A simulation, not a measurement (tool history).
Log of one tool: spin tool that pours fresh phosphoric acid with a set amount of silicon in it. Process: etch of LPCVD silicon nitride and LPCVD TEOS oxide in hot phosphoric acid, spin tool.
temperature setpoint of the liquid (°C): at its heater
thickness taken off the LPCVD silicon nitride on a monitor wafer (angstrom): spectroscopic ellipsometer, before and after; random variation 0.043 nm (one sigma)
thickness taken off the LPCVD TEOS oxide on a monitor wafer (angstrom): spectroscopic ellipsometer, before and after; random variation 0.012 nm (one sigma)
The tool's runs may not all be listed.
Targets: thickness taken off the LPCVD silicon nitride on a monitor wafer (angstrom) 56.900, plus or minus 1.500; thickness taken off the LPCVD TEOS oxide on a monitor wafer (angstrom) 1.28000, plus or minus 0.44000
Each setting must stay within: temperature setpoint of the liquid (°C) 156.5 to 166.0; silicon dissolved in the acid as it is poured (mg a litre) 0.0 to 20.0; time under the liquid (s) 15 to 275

run,hour,temperature setpoint of the liquid (°C),silicon dissolved in the acid as it is poured (mg a litre),time under the liquid (s),thickness taken off the LPCVD silicon nitride on a monitor wafer (angstrom),thickness taken off the LPCVD TEOS oxide on a monitor wafer (angstrom)
1,0.0,161.0,9.0,140,141.960,3.28140
2,4.5,161.0,7.0,140,139.470,3.39030
3,5.8,159.0,7.0,140,133.140,2.68160
4,14.3,159.0,7.0,110,105.790,2.44750
5,22.5,158.0,7.0,110,99.474,2.64910
6,31.0,158.0,10.5,110,101.700,1.81050
7,36.5,158.0,10.5,100,91.484,1.62590
8,38.9,158.0,10.0,90,82.559,2.07230
9,44.3,156.5,15.5,40,34.772,0.63590
10,48.5,157.5,15.5,40,35.908,0.61194
11,53.3,158.0,14.0,40,37.036,0.73293
12,61.1,160.5,19.5,80,79.714,1.44280
13,63.5,160.0,18.0,80,78.464,1.35190
# hour 68.7: thermometer replaced
14,68.7,159.5,16.5,80,74.273,1.45460
15,75.8,159.0,15.0,80,71.872,1.38090
16,82.1,158.5,14.0,80,70.112,1.12450
17,87.7,158.5,13.0,80,70.318,1.52040
18,94.4,158.5,12.5,80,71.168,1.30770
19,98.9,158.5,11.5,80,71.013,1.47490
20,104.1,158.5,11.0,80,71.221,1.45810
21,109.2,158.5,10.5,80,71.631,1.50260
22,115.3,157.0,7.0,50,41.861,0.82594
23,122.3,158.0,7.5,50,43.145,0.85256
24,123.6,160.5,7.0,65,62.166,1.53360
25,130.7,160.5,7.0,65,61.992,1.44000
26,133.9,160.0,7.0,65,61.333,1.13980
27,140.8,160.0,7.0,65,60.704,1.40330
28,146.1,159.0,6.5,65,58.482,1.21470
29,149.5,159.0,6.0,65,59.129,1.28130

Pick the move, out of 4, that brings all results within their allowed miss; only one does.
A,152.9,156.5,20.0,75,?,?
B,152.9,157.5,15.5,75,?,?
C,152.9,158.0,12.5,70,?,?
D,152.9,160.5,8.0,60,?,?

move,thickness taken off the LPCVD silicon nitride on a monitor wafer (angstrom),thickness taken off the LPCVD TEOS oxide on a monitor wafer (angstrom)
A,61.380,0.85220
B,63.506,1.03680
C,60.287,1.08090
D,56.217,1.23390
A: further off than the last run
B: further off than the last run
C: further off than the last run
D: hits every target within its allowed miss
Correct choice: D, which meets every target
